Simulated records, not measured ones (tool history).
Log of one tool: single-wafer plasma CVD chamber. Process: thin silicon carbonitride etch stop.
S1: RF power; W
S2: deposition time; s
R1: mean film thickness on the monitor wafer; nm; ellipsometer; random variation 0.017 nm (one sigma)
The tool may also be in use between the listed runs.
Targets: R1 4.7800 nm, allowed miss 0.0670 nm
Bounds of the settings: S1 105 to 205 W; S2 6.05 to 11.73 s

| run | hour | S1 | S2 | R1 |
|---|---|---|---|---|
| 1 | 0.0 | 155 | 8.89 | 4.4650 |
| 2 | 2.4 | 140 | 8.89 | 4.2747 |
| 3 | 10.9 | 145 | 8.91 | 4.3511 |
| 4 | 12.9 | 145 | 7.90 | 3.8392 |
| 5 | 17.0 | 145 | 6.69 | 3.2740 |
| 6 | 17.6 | 145 | 7.74 | 3.7702 |
| 7 | 18.9 | 155 | 7.92 | 3.9619 |
| 8 | 22.6 | 165 | 8.01 | 4.0700 |
| 9 | 24.6 | 190 | 9.15 | 4.8665 |
| 10 | 31.7 | 190 | 9.14 | 4.8902 |

Which of these 4 next moves meets every target?
| A | 38.8 | 185 | 8.76 | ? |
| B | 38.8 | 190 | 8.99 | ? |
| C | 38.8 | 195 | 8.51 | ? |
| D | 38.8 | 205 | 8.41 | ? |

| move | R1 |
|---|---|
| A | 4.6082 |
| B | 4.7701 |
| C | 4.5535 |
| D | 4.5730 |
A: takes the result that was furthest off past its target
B: meets every target
C: takes the result that was furthest off past its target
D: takes the result that was furthest off past its target
The right move is B.
